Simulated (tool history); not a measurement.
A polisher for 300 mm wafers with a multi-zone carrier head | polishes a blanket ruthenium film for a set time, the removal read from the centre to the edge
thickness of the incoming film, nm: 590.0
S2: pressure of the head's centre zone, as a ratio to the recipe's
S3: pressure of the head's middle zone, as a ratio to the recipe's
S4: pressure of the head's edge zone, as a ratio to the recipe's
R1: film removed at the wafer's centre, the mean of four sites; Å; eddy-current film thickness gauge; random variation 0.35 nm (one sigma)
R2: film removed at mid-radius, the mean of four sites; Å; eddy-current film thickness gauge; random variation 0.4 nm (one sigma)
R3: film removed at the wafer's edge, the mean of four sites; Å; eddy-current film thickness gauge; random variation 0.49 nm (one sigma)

{"run": 1, "hour": 0.0, "flow of slurry (ml/min)": 215, "S2": 1, "S3": 1, "S4": 1, "polishing time (s)": 57, "R1": 567.75, "R2": 558.44, "R3": 550.61}
{"run": 2, "hour": 4.8, "flow of slurry (ml/min)": 210, "S2": 1, "S3": 0.99, "S4": 0.99, "polishing time (s)": 57, "R1": 563.89, "R2": 554.58, "R3": 552.54}
{"run": 3, "hour": 8.3, "flow of slurry (ml/min)": 205, "S2": 1, "S3": 0.98, "S4": 0.98, "polishing time (s)": 57, "R1": 563.01, "R2": 553.05, "R3": 549.55}
{"run": 4, "hour": 11.4, "flow of slurry (ml/min)": 205, "S2": 1, "S3": 0.97, "S4": 0.97, "polishing time (s)": 57, "R1": 560.61, "R2": 549.49, "R3": 546.09}
{"run": 5, "hour": 13.5, "flow of slurry (ml/min)": 205, "S2": 1, "S3": 0.97, "S4": 0.97, "polishing time (s)": 50, "R1": 492.92, "R2": 477.15, "R3": 477.74}
{"run": 6, "hour": 21.7, "flow of slurry (ml/min)": 245, "S2": 1, "S3": 0.97, "S4": 0.97, "polishing time (s)": 50, "R1": 503.65, "R2": 481.6, "R3": 486.64}
{"run": 7, "hour": 26.8, "flow of slurry (ml/min)": 245, "S2": 1, "S3": 0.97, "S4": 0.98, "polishing time (s)": 50, "R1": 501.32, "R2": 487.01, "R3": 488.62}
{"run": 8, "hour": 30.4, "flow of slurry (ml/min)": 250, "S2": 1, "S3": 0.97, "S4": 0.99, "polishing time (s)": 50, "R1": 500.7, "R2": 487.39, "R3": 489.74}

Forecast run 9:
{"run": 9, "hour": 32.1, "flow of slurry (ml/min)": 250, "S2": 1.01, "S3": 0.97, "S4": 1, "polishing time (s)": 50, "R1": "?", "R2": "?", "R3": "?"}

R1: 509.44 Å
R2: 482.17 Å
R3: 488.63 Å
